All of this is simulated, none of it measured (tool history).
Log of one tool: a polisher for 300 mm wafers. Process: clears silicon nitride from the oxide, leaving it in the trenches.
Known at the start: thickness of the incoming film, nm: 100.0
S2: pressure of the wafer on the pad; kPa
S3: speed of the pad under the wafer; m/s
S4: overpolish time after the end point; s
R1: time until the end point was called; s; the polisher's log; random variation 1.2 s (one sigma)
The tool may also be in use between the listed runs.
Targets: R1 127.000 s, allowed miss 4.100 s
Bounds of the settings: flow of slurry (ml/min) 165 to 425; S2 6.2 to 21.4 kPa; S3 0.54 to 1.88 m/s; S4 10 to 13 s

Run 1, day 0.000: flow of slurry (ml/min) 275, S2 13.8 kPa, S3 1.20 m/s, S4 13 s. Result: R1 96.586 s.
Run 2, day 0.175: flow of slurry (ml/min) 275, S2 13.8 kPa, S3 1.20 m/s, S4 10 s. Result: R1 96.693 s.
Run 3, day 0.354: flow of slurry (ml/min) 235, S2 13.8 kPa, S3 1.20 m/s, S4 10 s. Result: R1 97.812 s.
Run 4, day 0.692: flow of slurry (ml/min) 235, S2 13.8 kPa, S3 1.38 m/s, S4 10 s. Result: R1 84.891 s.
Run 5, day 0.892: flow of slurry (ml/min) 235, S2 13.8 kPa, S3 1.66 m/s, S4 10 s. Result: R1 72.461 s.
Run 6, day 1.267: flow of slurry (ml/min) 235, S2 13.8 kPa, S3 1.66 m/s, S4 10 s. Result: R1 72.632 s.
Run 7, day 1.471: flow of slurry (ml/min) 235, S2 9.7 kPa, S3 1.64 m/s, S4 10 s. Result: R1 102.410 s.
Run 8, day 1.662: flow of slurry (ml/min) 235, S2 9.0 kPa, S3 1.64 m/s, S4 10 s. Result: R1 111.680 s.
Run 9, day 1.967: flow of slurry (ml/min) 235, S2 8.3 kPa, S3 1.64 m/s, S4 10 s. Result: R1 118.260 s.
Run 10, day 2.267: flow of slurry (ml/min) 235, S2 6.9 kPa, S3 1.64 m/s, S4 10 s. Result: R1 142.680 s.
Run 11, day 2.425: flow of slurry (ml/min) 240, S2 8.3 kPa, S3 1.64 m/s, S4 10 s. Result: R1 117.930 s.
Run 12, day 2.558: flow of slurry (ml/min) 230, S2 8.3 kPa, S3 1.64 m/s, S4 10 s. Result: R1 118.210 s.
Run 13, day 2.612: flow of slurry (ml/min) 230, S2 6.9 kPa, S3 1.64 m/s, S4 10 s. Result: R1 140.840 s.
Run 14, day 2.979: flow of slurry (ml/min) 245, S2 6.9 kPa, S3 1.64 m/s, S4 10 s. Result: R1 138.960 s.

5 next moves are on the table. One of them brings every result within its allowed miss. Which?
Run A, day 3.346: flow of slurry (ml/min) 235, S2 7.6 kPa, S3 1.78 m/s, S4 13 s. Result: R1 ?.
Run B, day 3.346: flow of slurry (ml/min) 250, S2 6.9 kPa, S3 1.82 m/s, S4 11 s. Result: R1 ?.
Run C, day 3.346: flow of slurry (ml/min) 260, S2 6.2 kPa, S3 1.56 m/s, S4 12 s. Result: R1 ?.
Run D, day 3.346: flow of slurry (ml/min) 325, S2 6.9 kPa, S3 1.88 m/s, S4 10 s. Result: R1 ?.
Run E, day 3.346: flow of slurry (ml/min) 210, S2 8.3 kPa, S3 1.68 m/s, S4 12 s. Result: R1 ?.

move       R1
   A  120.340
   B  128.070
   C  163.410
   D  121.230
   E  118.620
A: takes the result that was furthest off past its target
B: meets every target
C: further off than the last run
D: takes the result that was furthest off past its target
E: takes the result that was furthest off past its target
Move B is the one to make.
